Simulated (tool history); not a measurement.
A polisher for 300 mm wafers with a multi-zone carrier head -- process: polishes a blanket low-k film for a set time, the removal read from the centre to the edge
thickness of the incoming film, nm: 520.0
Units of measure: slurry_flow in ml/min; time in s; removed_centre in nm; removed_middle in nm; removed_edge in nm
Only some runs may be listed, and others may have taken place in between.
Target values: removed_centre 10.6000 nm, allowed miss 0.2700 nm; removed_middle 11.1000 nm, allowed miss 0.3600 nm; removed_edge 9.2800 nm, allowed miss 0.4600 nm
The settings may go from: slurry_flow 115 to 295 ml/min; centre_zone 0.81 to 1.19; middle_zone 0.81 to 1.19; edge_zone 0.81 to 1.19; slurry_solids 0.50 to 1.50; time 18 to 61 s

run 1 hour=0.0 | slurry_flow=190 centre_zone=1.00 middle_zone=1.00 edge_zone=1.00 slurry_solids=1.00 time=39 | removed_centre=11.7090 removed_middle=11.7600 removed_edge=11.4520
run 2 hour=5.6 | slurry_flow=185 centre_zone=1.00 middle_zone=1.02 edge_zone=0.95 slurry_solids=0.95 time=39 | removed_centre=11.6660 removed_middle=11.6040 removed_edge=11.4960
run 3 hour=6.9 | slurry_flow=185 centre_zone=1.07 middle_zone=1.02 edge_zone=0.95 slurry_solids=0.95 time=39 | removed_centre=12.3280 removed_middle=11.5560 removed_edge=11.3710
run 4 hour=15.2 | slurry_flow=160 centre_zone=1.07 middle_zone=1.02 edge_zone=0.95 slurry_solids=0.95 time=39 | removed_centre=12.1390 removed_middle=11.1550 removed_edge=10.9690
run 5 hour=17.4 | slurry_flow=160 centre_zone=1.07 middle_zone=1.02 edge_zone=0.95 slurry_solids=0.95 time=31 | removed_centre=9.6935 removed_middle=8.9727 removed_edge=8.5390
run 6 hour=24.6 | slurry_flow=160 centre_zone=1.07 middle_zone=1.02 edge_zone=0.95 slurry_solids=1.05 time=31 | removed_centre=10.0540 removed_middle=9.2349 removed_edge=9.0972
run 7 hour=32.4 | slurry_flow=210 centre_zone=1.06 middle_zone=1.12 edge_zone=0.91 slurry_solids=1.05 time=31 | removed_centre=10.4330 removed_middle=10.5960 removed_edge=9.1828
run 8 hour=40.1 | slurry_flow=215 centre_zone=1.06 middle_zone=1.13 edge_zone=0.91 slurry_solids=1.05 time=31 | removed_centre=10.4460 removed_middle=10.5870 removed_edge=9.3077
run 9 hour=43.7 | slurry_flow=220 centre_zone=1.06 middle_zone=1.14 edge_zone=0.90 slurry_solids=1.05 time=31 | removed_centre=10.5240 removed_middle=10.6750 removed_edge=9.1591

Below are 4 possible settings for the next run. Only one of them brings all results inside the allowed miss of their targets. Which is it?
run A hour=47.3 | slurry_flow=230 centre_zone=1.00 middle_zone=1.18 edge_zone=0.87 slurry_solids=0.85 time=34 | removed_centre=? removed_middle=? removed_edge=?
run B hour=47.3 | slurry_flow=230 centre_zone=1.05 middle_zone=1.16 edge_zone=0.88 slurry_solids=1.05 time=31 | removed_centre=? removed_middle=? removed_edge=?
run C hour=47.3 | slurry_flow=205 centre_zone=1.07 middle_zone=1.12 edge_zone=0.87 slurry_solids=0.95 time=32 | removed_centre=? removed_middle=? removed_edge=?
run D hour=47.3 | slurry_flow=270 centre_zone=1.01 middle_zone=1.19 edge_zone=0.85 slurry_solids=0.95 time=33 | removed_centre=? removed_middle=? removed_edge=?

move=A removed_centre=9.9480 removed_middle=11.1560 removed_edge=9.2907
move=B removed_centre=10.4140 removed_middle=10.9550 removed_edge=9.3115
move=C removed_centre=10.3180 removed_middle=10.3530 removed_edge=9.0666
move=D removed_centre=10.4580 removed_middle=11.6710 removed_edge=9.5010
A: the worst result of the last run now meets its target, but another is out of spec
B: each result inside its tolerance
C: its largest miss is bigger than the last run's
D: the result that was furthest off in the last run now lies on the other side of its target
B meets every target.

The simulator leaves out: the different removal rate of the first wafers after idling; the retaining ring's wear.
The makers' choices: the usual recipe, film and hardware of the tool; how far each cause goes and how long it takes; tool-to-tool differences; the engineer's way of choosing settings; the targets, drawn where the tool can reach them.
